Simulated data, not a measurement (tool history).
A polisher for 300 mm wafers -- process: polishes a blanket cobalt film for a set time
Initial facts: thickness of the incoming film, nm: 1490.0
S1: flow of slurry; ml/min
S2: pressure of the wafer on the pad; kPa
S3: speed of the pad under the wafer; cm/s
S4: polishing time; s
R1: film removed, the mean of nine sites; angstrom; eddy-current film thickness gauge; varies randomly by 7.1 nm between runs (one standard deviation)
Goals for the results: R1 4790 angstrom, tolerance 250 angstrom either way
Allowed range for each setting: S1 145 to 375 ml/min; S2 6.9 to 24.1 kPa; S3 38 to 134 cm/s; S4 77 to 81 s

Run 1, day 0: S1 240 ml/min, S2 15.2 kPa, S3 86 cm/s, S4 77 s. Result: R1 3569 angstrom.
Run 2, day 0.129: S1 240 ml/min, S2 15.2 kPa, S3 74 cm/s, S4 77 s. Result: R1 3122.1 angstrom.
Run 3, day 0.154: S1 240 ml/min, S2 15.2 kPa, S3 74 cm/s, S4 81 s. Result: R1 3273.8 angstrom.
Run 4, day 0.388: S1 220 ml/min, S2 15.2 kPa, S3 74 cm/s, S4 81 s. Result: R1 3297.7 angstrom.
Run 5, day 0.583: S1 220 ml/min, S2 15.9 kPa, S3 74 cm/s, S4 81 s. Result: R1 3434 angstrom.
Run 6, day 0.929: S1 220 ml/min, S2 15.9 kPa, S3 58 cm/s, S4 81 s. Result: R1 2894.4 angstrom.
Run 7, day 1.188: S1 220 ml/min, S2 16.5 kPa, S3 58 cm/s, S4 81 s. Result: R1 2933.5 angstrom.
Run 8, day 1.288: S1 220 ml/min, S2 17.2 kPa, S3 60 cm/s, S4 81 s. Result: R1 3040.9 angstrom.
Run 9, day 1.467: S1 220 ml/min, S2 17.9 kPa, S3 62 cm/s, S4 81 s. Result: R1 3307.9 angstrom.
Run 10, day 1.821: S1 220 ml/min, S2 18.6 kPa, S3 62 cm/s, S4 81 s. Result: R1 3416.6 angstrom.
Run 11, day 2.175: S1 220 ml/min, S2 19.3 kPa, S3 62 cm/s, S4 81 s. Result: R1 3466.3 angstrom.
Run 12, day 2.396: S1 220 ml/min, S2 20 kPa, S3 64 cm/s, S4 81 s. Result: R1 3745.4 angstrom.
Run 13, day 2.712: S1 220 ml/min, S2 20.7 kPa, S3 64 cm/s, S4 81 s. Result: R1 3822.6 angstrom.
Run 14, day 2.925: S1 220 ml/min, S2 21.4 kPa, S3 64 cm/s, S4 81 s. Result: R1 3934.3 angstrom.
Run 15, day 3.038: S1 220 ml/min, S2 22.1 kPa, S3 64 cm/s, S4 81 s. Result: R1 4067.3 angstrom.
Run 16, day 3.083: S1 220 ml/min, S2 23.4 kPa, S3 68 cm/s, S4 81 s. Result: R1 4459.2 angstrom.

Of the 5 settings listed for the next run, only one would bring every result within its allowed miss of target. Which one?
Run A, day 3.129: S1 225 ml/min, S2 20 kPa, S3 72 cm/s, S4 81 s. Result: R1 ?.
Run B, day 3.129: S1 210 ml/min, S2 22.1 kPa, S3 70 cm/s, S4 79 s. Result: R1 ?.
Run C, day 3.129: S1 200 ml/min, S2 21.4 kPa, S3 96 cm/s, S4 79 s. Result: R1 ?.
Run D, day 3.129: S1 180 ml/min, S2 23.4 kPa, S3 80 cm/s, S4 79 s. Result: R1 ?.
Run E, day 3.129: S1 160 ml/min, S2 23.4 kPa, S3 60 cm/s, S4 81 s. Result: R1 ?.

move      R1
   A  4022.6
   B  4135.9
   C  5237.8
   D    4791
   E  3820.2
A: further off than the last run
B: further off than the last run
C: takes the result that was furthest off past its target
D: all results land within tolerance of their targets
E: further off than the last run
Correct choice: D, which meets every target

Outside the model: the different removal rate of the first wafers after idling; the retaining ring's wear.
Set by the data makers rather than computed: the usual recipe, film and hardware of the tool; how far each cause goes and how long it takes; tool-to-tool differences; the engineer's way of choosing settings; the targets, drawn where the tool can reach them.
